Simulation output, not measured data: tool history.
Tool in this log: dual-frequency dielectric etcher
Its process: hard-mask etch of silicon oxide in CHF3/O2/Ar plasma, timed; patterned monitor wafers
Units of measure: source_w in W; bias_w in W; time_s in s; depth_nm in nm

run 1 day=0.000 | source_w=640 bias_w=215 time_s=32.0 | depth_nm=60.578
run 2 day=0.058 | source_w=640 bias_w=215 time_s=33.5 | depth_nm=63.372
run 3 day=0.158 | source_w=680 bias_w=215 time_s=33.5 | depth_nm=64.621
run 4 day=0.304 | source_w=640 bias_w=203 time_s=33.5 | depth_nm=62.056
run 5 day=0.671 | source_w=600 bias_w=197 time_s=33.5 | depth_nm=60.428
run 6 day=0.879 | source_w=600 bias_w=228 time_s=33.5 | depth_nm=63.245
run 7 day=0.938 | source_w=560 bias_w=218 time_s=33.5 | depth_nm=60.751
run 8 day=1.067 | source_w=530 bias_w=212 time_s=33.5 | depth_nm=59.338

Estimate the outcome of run 9 from the log above:
run 9 day=1.212 | source_w=530 bias_w=212 time_s=33.5 | depth_nm=?

depth_nm: 59.514 nm

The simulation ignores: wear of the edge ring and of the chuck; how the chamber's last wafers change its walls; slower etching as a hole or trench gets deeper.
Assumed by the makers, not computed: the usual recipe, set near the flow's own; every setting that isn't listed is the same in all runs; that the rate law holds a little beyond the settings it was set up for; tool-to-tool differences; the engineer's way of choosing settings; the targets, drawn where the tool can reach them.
